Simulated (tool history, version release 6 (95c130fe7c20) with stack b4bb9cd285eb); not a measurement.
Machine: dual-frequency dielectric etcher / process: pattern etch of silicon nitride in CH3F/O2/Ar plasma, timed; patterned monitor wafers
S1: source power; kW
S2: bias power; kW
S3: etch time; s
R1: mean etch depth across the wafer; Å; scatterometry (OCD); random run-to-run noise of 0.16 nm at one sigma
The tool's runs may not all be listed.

run 1 day=0.000 | S1=0.430 S2=0.057 S3=49.5 | R1=350.99
run 2 day=0.175 | S1=0.430 S2=0.057 S3=49.5 | R1=352.34
run 3 day=0.483 | S1=0.430 S2=0.057 S3=51.5 | R1=366.82
run 4 day=0.512 | S1=0.430 S2=0.061 S3=51.5 | R1=374.46
run 5 day=0.858 | S1=0.490 S2=0.061 S3=51.5 | R1=402.70
run 6 day=1.217 | S1=0.420 S2=0.061 S3=51.5 | R1=371.89
run 7 day=1.292 | S1=0.390 S2=0.060 S3=51.5 | R1=354.60
run 8 day=1.375 | S1=0.370 S2=0.060 S3=51.5 | R1=347.58
run 9 day=1.650 | S1=0.350 S2=0.060 S3=51.5 | R1=333.87
run 10 day=1.988 | S1=0.340 S2=0.060 S3=51.5 | R1=333.13

The next listed run, before its measurement:
run 11 day=2.058 | S1=0.330 S2=0.060 S3=51.5 | R1=?

{"run 11": {"R1": 323.92}}
